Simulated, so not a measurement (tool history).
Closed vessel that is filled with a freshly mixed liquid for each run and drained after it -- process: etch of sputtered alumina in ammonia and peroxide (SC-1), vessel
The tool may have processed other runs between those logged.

run  hour  temperature setpoint of the liquid (K)  parts of 29 % ammonia solution to one part of 30 % peroxide (parts by volume)  time in the liquid (s)  thickness taken off the sputtered alumina on a monitor wafer (Å)
  1     0                                  331.15                                                                            0.7                     300                                                            238.95
  2   2.7                                  330.15                                                                            0.7                     300                                                            227.42
  3   6.7                                  330.15                                                                            0.5                     300                                                            222.01
  4  14.7                                  329.15                                                                            0.5                     300                                                            206.17
  5  18.7                                  328.15                                                                            0.5                     300                                                            195.57
  6    21                                  327.65                                                                            0.5                     300                                                            190.69
  7  26.4                                  327.15                                                                            0.5                     300                                                            186.13
  8  29.7                                  326.65                                                                            0.5                     300                                                            179.67

What will run 9 give?
  9  37.9                                  326.15                                                                            0.5                     300                                                                 ?

{"run 9": {"thickness taken off the sputtered alumina on a monitor wafer (Å)": 176.22}}
